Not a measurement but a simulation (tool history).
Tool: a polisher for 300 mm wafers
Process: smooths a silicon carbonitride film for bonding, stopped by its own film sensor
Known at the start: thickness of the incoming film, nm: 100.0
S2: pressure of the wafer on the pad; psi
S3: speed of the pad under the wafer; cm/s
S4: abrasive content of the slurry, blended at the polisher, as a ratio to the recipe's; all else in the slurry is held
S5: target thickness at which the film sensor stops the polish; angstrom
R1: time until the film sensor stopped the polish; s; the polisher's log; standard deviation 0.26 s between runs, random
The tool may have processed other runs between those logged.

run 1 hour=0.0 | flow_of_slurry_(ml/min)=285 S2=2.6 S3=110 S4=1.0 S5=910 | R1=29.895
run 2 hour=5.4 | flow_of_slurry_(ml/min)=285 S2=2.7 S3=110 S4=1.0 S5=910 | R1=28.735
run 3 hour=11.4 | flow_of_slurry_(ml/min)=345 S2=2.7 S3=110 S4=1.0 S5=910 | R1=28.462
run 4 hour=18.3 | flow_of_slurry_(ml/min)=345 S2=2.7 S3=110 S4=1.0 S5=910 | R1=28.064
run 5 hour=27.3 | flow_of_slurry_(ml/min)=345 S2=2.8 S3=110 S4=1.0 S5=910 | R1=27.228
run 6 hour=34.8 | flow_of_slurry_(ml/min)=385 S2=2.8 S3=110 S4=1.0 S5=910 | R1=27.092
run 7 hour=43.3 | flow_of_slurry_(ml/min)=385 S2=2.9 S3=110 S4=1.0 S5=910 | R1=25.918
run 8 hour=45.8 | flow_of_slurry_(ml/min)=385 S2=3.1 S3=110 S4=1.0 S5=910 | R1=24.928

Run 9 has not been measured yet. What should we expect?
run 9 hour=51.5 | flow_of_slurry_(ml/min)=385 S2=3.1 S3=110 S4=1.0 S5=910 | R1=?

{"run 9": {"R1": 24.332}}
